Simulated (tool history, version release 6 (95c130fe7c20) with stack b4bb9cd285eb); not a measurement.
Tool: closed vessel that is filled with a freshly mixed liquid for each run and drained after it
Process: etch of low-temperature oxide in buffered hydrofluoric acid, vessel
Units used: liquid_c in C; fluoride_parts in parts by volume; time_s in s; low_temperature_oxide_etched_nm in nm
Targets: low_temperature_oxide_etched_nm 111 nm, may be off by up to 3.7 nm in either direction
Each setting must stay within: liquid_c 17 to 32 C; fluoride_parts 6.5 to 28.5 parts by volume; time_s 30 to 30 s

| run | day | liquid_c | fluoride_parts | time_s | low_temperature_oxide_etched_nm |
|---|---|---|---|---|---|
| 1 | 0 | 24 | 17.5 | 30 | 69.175 |
| 2 | 0.171 | 22.5 | 17.5 | 30 | 64.544 |
| 3 | 0.292 | 22.5 | 14.5 | 30 | 76.994 |
| 4 | 0.454 | 22.5 | 11 | 30 | 101.03 |
| 5 | 0.7 | 22.5 | 11 | 30 | 100.39 |
| 6 | 0.862 | 21 | 11 | 30 | 93.702 |
| 7 | 1.154 | 22 | 11 | 30 | 98.406 |
| 8 | 1.433 | 23 | 11 | 30 | 102.97 |

Consider the 5 candidate settings below. Which is the only one whose results all fall within their allowed miss of target?
| A | 1.712 | 21 | 10.5 | 30 | ? |
| B | 1.712 | 18.5 | 10 | 30 | ? |
| C | 1.712 | 24 | 12 | 30 | ? |
| D | 1.712 | 23.5 | 10.5 | 30 | ? |
| E | 1.712 | 23.5 | 12.5 | 30 | ? |

| move | low_temperature_oxide_etched_nm |
|---|---|
| A | 96.835 |
| B | 88.262 |
| C | 100.28 |
| D | 111.15 |
| E | 93.758 |
A: lands further from the targets than the last run did
B: lands further from the targets than the last run did
C: lands further from the targets than the last run did
D: every result within its allowed miss
E: lands further from the targets than the last run did
Go with D: it meets all targets.
